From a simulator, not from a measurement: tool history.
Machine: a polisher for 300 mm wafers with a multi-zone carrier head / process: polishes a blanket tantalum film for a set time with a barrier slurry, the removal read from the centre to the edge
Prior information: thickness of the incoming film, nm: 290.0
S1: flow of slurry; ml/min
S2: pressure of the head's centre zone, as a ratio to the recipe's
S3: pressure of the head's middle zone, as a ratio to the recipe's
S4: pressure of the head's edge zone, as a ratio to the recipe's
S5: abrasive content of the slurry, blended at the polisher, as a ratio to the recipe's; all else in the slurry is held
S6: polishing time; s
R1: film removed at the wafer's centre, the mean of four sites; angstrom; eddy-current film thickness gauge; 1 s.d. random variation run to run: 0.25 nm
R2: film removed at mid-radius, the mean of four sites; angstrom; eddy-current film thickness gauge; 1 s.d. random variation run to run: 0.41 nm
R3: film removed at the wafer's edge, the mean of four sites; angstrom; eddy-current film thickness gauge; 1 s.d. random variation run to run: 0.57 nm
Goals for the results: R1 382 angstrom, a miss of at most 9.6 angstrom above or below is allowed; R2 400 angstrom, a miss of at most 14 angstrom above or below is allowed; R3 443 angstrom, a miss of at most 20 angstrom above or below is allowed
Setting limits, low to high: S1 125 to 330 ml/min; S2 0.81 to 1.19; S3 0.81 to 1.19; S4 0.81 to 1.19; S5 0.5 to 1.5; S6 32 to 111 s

run,hour,S1,S2,S3,S4,S5,S6,R1,R2,R3
1,0,210,1,1,1,1,71,722.87,722.14,729.57
2,7.1,200,0.95,0.96,0.97,0.85,65,594.81,616.76,634.21
3,15.5,200,0.95,0.96,0.97,1.05,65,639.67,636.94,681.16
4,24,190,0.93,0.93,0.95,0.9,61,558.32,557.84,577.85
5,29.2,190,0.93,0.93,0.95,0.75,61,534.34,537.75,569.29
6,33.1,190,0.93,0.99,0.95,0.75,61,531.57,554.74,563.54
7,35.8,175,0.9,0.96,0.94,0.7,59,476.83,507.02,520.03
8,36.6,165,0.88,0.92,0.93,0.65,59,460.16,480.88,510.52
9,41.9,155,0.86,0.9,0.92,0.6,58,419.54,442.38,485.05
10,48.9,150,0.85,0.89,0.9,0.6,58,407.38,440.16,477.24
11,55.2,150,0.85,0.87,0.88,0.6,58,408.89,434.18,468.8
12,61.8,145,0.85,0.86,0.87,0.6,58,412.54,431.92,467.34
13,68.7,140,0.84,0.85,0.86,0.6,58,402.24,416.02,472.15

Of the 5 settings listed for the next run, only one would bring every result within its allowed miss of target. Which one?
A,75.6,155,0.86,0.81,0.84,0.5,58,?,?,?
B,75.6,185,0.81,0.82,0.84,1,48,?,?,?
C,75.6,230,0.85,0.9,0.82,0.5,56,?,?,?
D,75.6,195,0.81,0.96,0.93,0.5,53,?,?,?
E,75.6,125,0.83,0.87,0.88,0.55,65,?,?,?

move,R1,R2,R3
A,404.93,399.01,442.8
B,389.64,409.96,446.33
C,417.59,447.47,444.49
D,366.28,434.54,436.78
E,422.29,458.83,499.61
A: further off than the last run
B: all results in spec
C: further off than the last run
D: takes the biggest miss from the last run beyond its target
E: further off than the last run
Go with B: it meets all targets.
